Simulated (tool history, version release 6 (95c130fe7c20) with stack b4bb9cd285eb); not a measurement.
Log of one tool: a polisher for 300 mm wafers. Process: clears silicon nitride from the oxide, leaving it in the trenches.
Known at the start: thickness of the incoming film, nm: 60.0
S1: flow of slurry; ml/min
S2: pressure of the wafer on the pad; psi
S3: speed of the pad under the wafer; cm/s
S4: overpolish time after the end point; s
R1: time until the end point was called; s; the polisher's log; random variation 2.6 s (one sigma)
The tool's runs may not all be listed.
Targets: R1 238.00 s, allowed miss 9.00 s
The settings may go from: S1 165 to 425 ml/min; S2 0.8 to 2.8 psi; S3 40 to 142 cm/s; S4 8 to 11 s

| run | hour | S1 | S2 | S3 | S4 | R1 |
|---|---|---|---|---|---|---|
| 1 | 0.0 | 275 | 1.8 | 90 | 11 | 125.43 |
| 2 | 1.5 | 275 | 1.8 | 90 | 8 | 124.45 |
| 3 | 7.0 | 275 | 1.8 | 100 | 8 | 113.56 |
| 4 | 13.9 | 275 | 1.5 | 96 | 8 | 133.75 |
| 5 | 23.0 | 275 | 1.5 | 96 | 8 | 134.73 |
| 6 | 24.2 | 275 | 1.5 | 96 | 8 | 130.68 |
| 7 | 31.8 | 270 | 1.0 | 74 | 8 | 203.18 |
| 8 | 34.1 | 270 | 0.9 | 72 | 8 | 221.39 |

4 next moves are on the table. One of them brings every result within its allowed miss. Which?
| A | 36.4 | 280 | 0.8 | 70 | 8 | ? |
| B | 36.4 | 310 | 0.8 | 60 | 11 | ? |
| C | 36.4 | 265 | 0.9 | 82 | 8 | ? |
| D | 36.4 | 285 | 0.8 | 60 | 10 | ? |

| move | R1 |
|---|---|
| A | 234.29 |
| B | 258.66 |
| C | 198.13 |
| D | 260.81 |
A: meets every target
B: takes the result that was furthest off past its target
C: further off than the last run
D: takes the result that was furthest off past its target
The right move is A.
